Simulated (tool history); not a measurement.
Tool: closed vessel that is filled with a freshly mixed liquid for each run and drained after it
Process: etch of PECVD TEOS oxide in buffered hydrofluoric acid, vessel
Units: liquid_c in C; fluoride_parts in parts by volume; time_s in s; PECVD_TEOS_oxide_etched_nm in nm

run,hour,liquid_c,fluoride_parts,time_s,PECVD_TEOS_oxide_etched_nm
1,0.0,20.0,21.5,35,20.718
2,1.0,20.0,19.5,35,22.538
3,5.6,18.5,19.5,35,20.312
4,11.9,18.5,19.5,30,17.620
5,13.4,18.5,14.0,30,24.626
6,18.0,18.5,14.0,30,24.379
7,21.0,20.5,14.0,30,27.052
8,22.3,22.0,13.5,30,31.091
# hour 30.8: thermometer replaced
9,30.8,22.0,13.5,30,35.925

Run 10 comes next. What will it give?
10,35.9,22.5,13.5,30,?

Run 10 gave PECVD_TEOS_oxide_etched_nm 35.586 nm.
